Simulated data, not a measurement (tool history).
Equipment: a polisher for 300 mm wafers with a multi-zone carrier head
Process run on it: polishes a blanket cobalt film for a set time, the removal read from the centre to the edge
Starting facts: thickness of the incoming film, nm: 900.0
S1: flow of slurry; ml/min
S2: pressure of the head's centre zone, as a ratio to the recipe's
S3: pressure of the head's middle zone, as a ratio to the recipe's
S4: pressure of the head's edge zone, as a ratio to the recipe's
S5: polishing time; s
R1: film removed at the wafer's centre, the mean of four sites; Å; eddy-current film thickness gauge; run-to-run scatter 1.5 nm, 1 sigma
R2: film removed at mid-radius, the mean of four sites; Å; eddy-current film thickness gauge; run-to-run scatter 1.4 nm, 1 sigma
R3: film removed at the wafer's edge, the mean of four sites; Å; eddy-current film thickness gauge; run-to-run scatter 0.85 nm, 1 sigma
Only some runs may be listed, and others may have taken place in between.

run	hour	S1	S2	S3	S4	S5	R1	R2	R3
1	0	170	1	1	1	41	1609.3	1615.1	1618.7
2	8.4	165	1	0.99	0.97	36	1461	1403.2	1385.4
3	11	160	0.97	0.98	0.95	33	1257.9	1258.1	1259.2
4	17.1	175	0.97	0.98	0.95	33	1290.3	1277.9	1254.6
5	19.1	180	0.96	0.97	0.93	31	1185.1	1208.1	1190.3
6	25.4	175	0.96	0.96	0.9	30	1156.8	1178.1	1139.4
7	26.1	175	0.96	0.95	0.89	29	1105	1075.3	1090.6
8	28	175	0.96	0.96	0.87	28	1074.2	1084.4	1043

Run 9 is up next; what results do you expect?
9	32.6	170	0.96	0.95	0.86	28	?	?	?

{"run 9": {"R1": 1069.7, "R2": 1068.4, "R3": 1021.9}}
